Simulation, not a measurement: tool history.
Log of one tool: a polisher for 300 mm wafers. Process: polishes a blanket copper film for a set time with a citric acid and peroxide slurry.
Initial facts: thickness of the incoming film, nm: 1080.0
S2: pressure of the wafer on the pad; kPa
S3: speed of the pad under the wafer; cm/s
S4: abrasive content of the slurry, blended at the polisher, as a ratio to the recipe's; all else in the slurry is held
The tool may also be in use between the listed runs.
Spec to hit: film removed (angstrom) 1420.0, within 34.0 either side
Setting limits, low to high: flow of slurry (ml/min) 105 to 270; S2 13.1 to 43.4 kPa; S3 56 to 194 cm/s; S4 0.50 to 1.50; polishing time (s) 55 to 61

{"run": 1, "hour": 0.0, "flow of slurry (ml/min)": 175, "S2": 28.3, "S3": 124, "S4": 1.0, "polishing time (s)": 61, "film removed (angstrom)": 1894.2}
{"run": 2, "hour": 8.8, "flow of slurry (ml/min)": 175, "S2": 28.3, "S3": 124, "S4": 0.85, "polishing time (s)": 61, "film removed (angstrom)": 1797.0}
{"run": 3, "hour": 14.9, "flow of slurry (ml/min)": 175, "S2": 28.3, "S3": 124, "S4": 0.8, "polishing time (s)": 61, "film removed (angstrom)": 1788.0}
{"run": 4, "hour": 19.6, "flow of slurry (ml/min)": 175, "S2": 28.3, "S3": 124, "S4": 0.6, "polishing time (s)": 61, "film removed (angstrom)": 1640.2}
{"run": 5, "hour": 27.1, "flow of slurry (ml/min)": 175, "S2": 28.3, "S3": 138, "S4": 0.6, "polishing time (s)": 61, "film removed (angstrom)": 1758.7}
{"run": 6, "hour": 35.1, "flow of slurry (ml/min)": 165, "S2": 26.9, "S3": 138, "S4": 0.6, "polishing time (s)": 61, "film removed (angstrom)": 1652.6}
{"run": 7, "hour": 39.2, "flow of slurry (ml/min)": 155, "S2": 26.2, "S3": 138, "S4": 0.6, "polishing time (s)": 61, "film removed (angstrom)": 1595.9}
{"hour": 47.6, "done": "head pressure recalibrated"}
{"run": 8, "hour": 47.6, "flow of slurry (ml/min)": 145, "S2": 25.5, "S3": 138, "S4": 0.6, "polishing time (s)": 61, "film removed (angstrom)": 1641.8}
{"run": 9, "hour": 52.4, "flow of slurry (ml/min)": 155, "S2": 24.8, "S3": 138, "S4": 0.6, "polishing time (s)": 61, "film removed (angstrom)": 1627.9}
{"run": 10, "hour": 61.1, "flow of slurry (ml/min)": 150, "S2": 22.8, "S3": 138, "S4": 0.6, "polishing time (s)": 61, "film removed (angstrom)": 1495.4}
{"run": 11, "hour": 68.1, "flow of slurry (ml/min)": 150, "S2": 22.8, "S3": 138, "S4": 0.6, "polishing time (s)": 61, "film removed (angstrom)": 1480.0}

Which one of the following 5 next-run settings gets every result inside its allowed miss? There is exactly one.
{"run": "A", "hour": 75.1, "flow of slurry (ml/min)": 175, "S2": 22.1, "S3": 134, "S4": 0.7, "polishing time (s)": 60, "film removed (angstrom)": "?"}
{"run": "B", "hour": 75.1, "flow of slurry (ml/min)": 170, "S2": 22.1, "S3": 118, "S4": 0.7, "polishing time (s)": 59, "film removed (angstrom)": "?"}
{"run": "C", "hour": 75.1, "flow of slurry (ml/min)": 175, "S2": 24.8, "S3": 124, "S4": 0.75, "polishing time (s)": 56, "film removed (angstrom)": "?"}
{"run": "D", "hour": 75.1, "flow of slurry (ml/min)": 120, "S2": 24.1, "S3": 142, "S4": 0.55, "polishing time (s)": 58, "film removed (angstrom)": "?"}
{"run": "E", "hour": 75.1, "flow of slurry (ml/min)": 130, "S2": 24.8, "S3": 162, "S4": 0.5, "polishing time (s)": 55, "film removed (angstrom)": "?"}

move=A film_removed_(angstrom)=1506.1
move=B film_removed_(angstrom)=1354.8
move=C film_removed_(angstrom)=1527.7
move=D film_removed_(angstrom)=1424.9
move=E film_removed_(angstrom)=1494.6
A: misses by more than the last run did
B: takes the biggest miss from the last run beyond its target
C: misses by more than the last run did
D: in spec on every target
E: misses by more than the last run did
D is the move that brings every result within its allowed miss.
